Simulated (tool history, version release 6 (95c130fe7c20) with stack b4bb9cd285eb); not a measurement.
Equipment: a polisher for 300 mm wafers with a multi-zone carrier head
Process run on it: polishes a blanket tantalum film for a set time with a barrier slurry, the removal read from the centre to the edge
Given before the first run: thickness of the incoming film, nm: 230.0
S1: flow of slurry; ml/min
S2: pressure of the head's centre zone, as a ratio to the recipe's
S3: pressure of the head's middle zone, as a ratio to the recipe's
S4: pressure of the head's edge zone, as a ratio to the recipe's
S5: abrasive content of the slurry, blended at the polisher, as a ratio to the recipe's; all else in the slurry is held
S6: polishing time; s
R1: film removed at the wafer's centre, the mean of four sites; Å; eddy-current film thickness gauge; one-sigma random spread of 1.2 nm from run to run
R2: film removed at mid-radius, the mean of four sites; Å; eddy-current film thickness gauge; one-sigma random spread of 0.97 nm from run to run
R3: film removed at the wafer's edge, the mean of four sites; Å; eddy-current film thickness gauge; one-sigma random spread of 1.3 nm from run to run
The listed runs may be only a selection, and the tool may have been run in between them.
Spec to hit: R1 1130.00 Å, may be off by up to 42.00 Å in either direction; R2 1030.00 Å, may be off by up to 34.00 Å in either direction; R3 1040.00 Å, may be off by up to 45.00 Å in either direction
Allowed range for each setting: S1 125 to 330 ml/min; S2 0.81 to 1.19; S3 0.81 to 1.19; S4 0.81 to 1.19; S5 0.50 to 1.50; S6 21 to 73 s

run 1 hour=0.0 | S1=210 S2=1.00 S3=1.00 S4=1.00 S5=1.00 S6=47 | R1=817.29 R2=849.32 R3=865.16
run 2 hour=7.9 | S1=210 S2=1.00 S3=1.00 S4=1.00 S5=0.90 S6=47 | R1=788.29 R2=822.50 R3=847.69
run 3 hour=16.3 | S1=210 S2=0.92 S3=1.00 S4=1.00 S5=0.90 S6=47 | R1=730.49 R2=823.18 R3=830.82
run 4 hour=19.7 | S1=210 S2=0.92 S3=1.00 S4=1.00 S5=1.05 S6=47 | R1=756.59 R2=845.89 R3=888.44
run 5 hour=27.7 | S1=225 S2=0.99 S3=1.02 S4=1.01 S5=1.10 S6=47 | R1=828.07 R2=890.81 R3=890.28
run 6 hour=29.8 | S1=250 S2=0.99 S3=1.02 S4=1.01 S5=1.10 S6=47 | R1=838.66 R2=907.60 R3=914.70
run 7 hour=36.0 | S1=290 S2=1.09 S3=1.05 S4=1.06 S5=1.35 S6=48 | R1=1017.20 R2=1002.30 R3=1025.10
run 8 hour=41.1 | S1=295 S2=1.11 S3=1.05 S4=1.06 S5=1.35 S6=48 | R1=1032.80 R2=994.84 R3=1024.60
run 9 hour=44.7 | S1=295 S2=1.13 S3=1.06 S4=1.06 S5=1.35 S6=48 | R1=1025.20 R2=1008.90 R3=1036.80
run 10 hour=49.7 | S1=305 S2=1.15 S3=1.05 S4=1.04 S5=1.40 S6=48 | R1=1082.10 R2=1002.90 R3=1028.20
run 11 hour=58.0 | S1=305 S2=1.16 S3=1.05 S4=1.04 S5=1.40 S6=48 | R1=1085.10 R2=1023.90 R3=1033.30

5 next moves are on the table. One of them brings every result within its allowed miss. Which?
run A hour=66.3 | S1=330 S2=1.19 S3=1.07 S4=1.11 S5=1.50 S6=47 | R1=? R2=? R3=?
run B hour=66.3 | S1=260 S2=1.03 S3=0.93 S4=1.19 S5=1.25 S6=52 | R1=? R2=? R3=?
run C hour=66.3 | S1=310 S2=1.05 S3=0.93 S4=1.19 S5=1.35 S6=50 | R1=? R2=? R3=?
run D hour=66.3 | S1=330 S2=1.18 S3=1.09 S4=0.99 S5=1.30 S6=45 | R1=? R2=? R3=?
run E hour=66.3 | S1=330 S2=1.14 S3=1.19 S4=0.94 S5=1.45 S6=47 | R1=? R2=? R3=?

move=A R1=1122.40 R2=1037.70 R3=1043.10
move=B R1=1013.70 R2=956.79 R3=1130.00
move=C R1=1030.90 R2=953.82 R3=1121.70
move=D R1=1033.70 R2=978.75 R3=914.66
move=E R1=1071.50 R2=1129.50 R3=953.46
A: all results in spec
B: moves away from the targets compared with the last run
C: moves away from the targets compared with the last run
D: moves away from the targets compared with the last run
E: moves away from the targets compared with the last run
Correct choice: A, which meets every target
